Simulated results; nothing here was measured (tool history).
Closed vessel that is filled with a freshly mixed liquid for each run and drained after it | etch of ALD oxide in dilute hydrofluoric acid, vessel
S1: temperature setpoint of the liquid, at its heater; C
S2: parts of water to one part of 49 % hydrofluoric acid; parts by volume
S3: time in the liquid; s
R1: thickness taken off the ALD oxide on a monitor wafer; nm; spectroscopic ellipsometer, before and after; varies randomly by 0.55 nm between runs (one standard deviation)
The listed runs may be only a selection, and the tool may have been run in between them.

Run 1, hour 0: S1 23 C, S2 70 parts by volume, S3 105 s. Result: R1 31.461 nm.
Run 2, hour 5.2: S1 23 C, S2 45 parts by volume, S3 105 s. Result: R1 50.13 nm.
Run 3, hour 8.2: S1 23 C, S2 30 parts by volume, S3 105 s. Result: R1 76.746 nm.
Run 4, hour 9.4: S1 21.5 C, S2 30 parts by volume, S3 105 s. Result: R1 72.746 nm.
Run 5, hour 18.3: S1 20.5 C, S2 30 parts by volume, S3 105 s. Result: R1 69.612 nm.
Run 6, hour 27.4: S1 20.5 C, S2 45 parts by volume, S3 105 s. Result: R1 45.359 nm.

Predict the results of run 7:
Run 7, hour 35: S1 21.5 C, S2 45 parts by volume, S3 105 s. Result: R1 ?.

{"run 7": {"R1": 46.751}}
